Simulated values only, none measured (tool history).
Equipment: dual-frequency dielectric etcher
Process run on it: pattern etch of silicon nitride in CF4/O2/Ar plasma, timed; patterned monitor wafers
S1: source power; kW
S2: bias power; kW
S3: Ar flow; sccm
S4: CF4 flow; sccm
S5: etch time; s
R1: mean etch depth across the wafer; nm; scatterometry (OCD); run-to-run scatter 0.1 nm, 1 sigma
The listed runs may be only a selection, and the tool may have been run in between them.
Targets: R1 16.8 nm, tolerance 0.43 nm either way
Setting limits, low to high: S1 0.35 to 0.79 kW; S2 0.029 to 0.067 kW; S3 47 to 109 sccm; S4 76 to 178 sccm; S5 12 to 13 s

run 1 day=0 | S1=0.57 S2=0.048 S3=78 S4=127 S5=13 | R1=26.038
run 2 day=0.221 | S1=0.57 S2=0.048 S3=78 S4=127 S5=13 | R1=25.898
run 3 day=0.571 | S1=0.57 S2=0.048 S3=78 S4=113 S5=13 | R1=25.324
run 4 day=0.8 | S1=0.5 S2=0.045 S3=79 S4=110 S5=13 | R1=22.623
run 5 day=1.083 | S1=0.5 S2=0.045 S3=88 S4=110 S5=13 | R1=22.324
run 6 day=1.108 | S1=0.5 S2=0.048 S3=88 S4=110 S5=13 | R1=23.161
run 7 day=1.45 | S1=0.46 S2=0.044 S3=88 S4=107 S5=13 | R1=20.971
run 8 day=1.679 | S1=0.43 S2=0.042 S3=89 S4=105 S5=13 | R1=19.464
run 9 day=1.912 | S1=0.43 S2=0.042 S3=89 S4=105 S5=13 | R1=19.507
run 10 day=2.288 | S1=0.43 S2=0.042 S3=89 S4=105 S5=13 | R1=19.347
run 11 day=2.442 | S1=0.41 S2=0.041 S3=89 S4=105 S5=13 | R1=18.573
run 12 day=2.621 | S1=0.39 S2=0.041 S3=89 S4=105 S5=13 | R1=17.953
run 13 day=2.788 | S1=0.38 S2=0.041 S3=89 S4=105 S5=13 | R1=17.819
run 14 day=3.108 | S1=0.37 S2=0.041 S3=89 S4=105 S5=13 | R1=17.34

Below are 5 possible settings for the next run. Only one of them brings all results inside the allowed miss of their targets. Which is it?
run A day=3.429 | S1=0.38 S2=0.04 S3=80 S4=106 S5=13 | R1=?
run B day=3.429 | S1=0.38 S2=0.043 S3=91 S4=88 S5=12.5 | R1=?
run C day=3.429 | S1=0.37 S2=0.053 S3=94 S4=124 S5=12 | R1=?
run D day=3.429 | S1=0.38 S2=0.044 S3=86 S4=103 S5=13 | R1=?
run E day=3.429 | S1=0.4 S2=0.038 S3=86 S4=103 S5=13 | R1=?

move=A R1=17.868
move=B R1=16.851
move=C R1=18.278
move=D R1=18.33
move=E R1=17.753
A: the biggest miss grows against the last run
B: meets every target
C: the biggest miss grows against the last run
D: the biggest miss grows against the last run
E: the biggest miss grows against the last run
Move B is the one to make.

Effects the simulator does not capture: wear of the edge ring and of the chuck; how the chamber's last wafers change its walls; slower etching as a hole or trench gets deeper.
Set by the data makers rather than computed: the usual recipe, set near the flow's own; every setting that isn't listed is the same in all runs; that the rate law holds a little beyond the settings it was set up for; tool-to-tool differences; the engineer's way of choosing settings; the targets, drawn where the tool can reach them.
